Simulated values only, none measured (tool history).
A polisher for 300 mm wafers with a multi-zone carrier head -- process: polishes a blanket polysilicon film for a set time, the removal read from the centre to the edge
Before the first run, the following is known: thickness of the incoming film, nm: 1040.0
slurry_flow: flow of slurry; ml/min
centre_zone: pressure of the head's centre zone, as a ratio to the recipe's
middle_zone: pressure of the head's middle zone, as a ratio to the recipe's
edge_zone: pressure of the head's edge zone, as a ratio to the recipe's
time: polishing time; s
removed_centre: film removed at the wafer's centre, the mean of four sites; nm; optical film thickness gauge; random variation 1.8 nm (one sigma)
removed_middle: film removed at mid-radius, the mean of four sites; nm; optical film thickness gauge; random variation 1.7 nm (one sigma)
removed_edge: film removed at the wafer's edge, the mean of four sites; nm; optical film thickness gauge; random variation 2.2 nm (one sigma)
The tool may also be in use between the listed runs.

| run | hour | slurry_flow | centre_zone | middle_zone | edge_zone | time | removed_centre | removed_middle | removed_edge |
|---|---|---|---|---|---|---|---|---|---|
| 1 | 0 | 240 | 1 | 1 | 1 | 60 | 263.93 | 247.88 | 257 |
| 2 | 4.2 | 240 | 1 | 1 | 1.08 | 60 | 255.2 | 254.6 | 266.54 |
| 3 | 7.6 | 240 | 1 | 1 | 1.08 | 51 | 225.6 | 218.54 | 225.62 |
| 4 | 13.5 | 240 | 1 | 1 | 1.03 | 51 | 224.07 | 219.2 | 224.46 |
| 5 | 15.9 | 240 | 1 | 1 | 1.08 | 51 | 223.81 | 218.4 | 228.88 |
| 6 | 18.4 | 240 | 1 | 1 | 1.02 | 51 | 221.18 | 217.79 | 222.36 |
| 7 | 25 | 240 | 1 | 1 | 1.02 | 51 | 223.84 | 215.31 | 219.47 |
| 8 | 28.1 | 235 | 0.96 | 1 | 1.01 | 46 | 190.38 | 195.69 | 193.41 |
| 9 | 31.5 | 225 | 0.92 | 0.97 | 0.99 | 45 | 182.06 | 183.49 | 192.17 |
| 10 | 35.9 | 220 | 0.9 | 0.98 | 0.98 | 42 | 162.69 | 170.52 | 175.57 |
| 11 | 40.5 | 215 | 0.88 | 0.98 | 0.95 | 41 | 156.48 | 168.55 | 166.83 |

Expected results for the next run?
| 12 | 49.4 | 210 | 0.86 | 0.97 | 0.94 | 40 | ? | ? | ? |

For run 12 the tool returned removed_centre 147.3 nm, removed_middle 162.36 nm, removed_edge 166.12 nm.
